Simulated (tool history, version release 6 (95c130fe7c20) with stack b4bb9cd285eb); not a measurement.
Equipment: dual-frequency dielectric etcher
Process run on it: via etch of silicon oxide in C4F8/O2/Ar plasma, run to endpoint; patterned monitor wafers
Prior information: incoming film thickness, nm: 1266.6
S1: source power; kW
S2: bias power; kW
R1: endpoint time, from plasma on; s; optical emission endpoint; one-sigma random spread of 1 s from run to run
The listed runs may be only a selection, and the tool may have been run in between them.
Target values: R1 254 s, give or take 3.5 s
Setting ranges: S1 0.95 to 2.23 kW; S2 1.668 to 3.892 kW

run 1 hour=0 | S1=1.59 S2=2.78 | R1=263.46
run 2 hour=5 | S1=1.35 S2=2.78 | R1=275.71
run 3 hour=11.3 | S1=1.1 S2=2.78 | R1=291.82
run 4 hour=14.9 | S1=1.1 S2=3.12 | R1=280.02
run 5 hour=21 | S1=1.18 S2=3.136 | R1=276.96
run 6 hour=27.7 | S1=1.07 S2=3.136 | R1=283.89
run 7 hour=28.5 | S1=1.15 S2=3.156 | R1=277.78
run 8 hour=31.9 | S1=1.22 S2=3.173 | R1=275.02
run 9 hour=35.1 | S1=1.29 S2=3.196 | R1=266.93

Consider the 4 candidate settings below. Which is the only one whose results all fall within their allowed miss of target?
run A hour=38.3 | S1=1.29 S2=3.391 | R1=?
run B hour=38.3 | S1=1.38 S2=3.532 | R1=?
run C hour=38.3 | S1=1.28 S2=2.543 | R1=?
run D hour=38.3 | S1=1.3 S2=3.369 | R1=?

move=A R1=261.87
move=B R1=253.56
move=C R1=287.28
move=D R1=261.86
A: closes in on the targets versus the last run, not all within tolerance yet
B: meets every target
C: the biggest miss grows against the last run
D: closes in on the targets versus the last run, not all within tolerance yet
The move that meets every target is B.
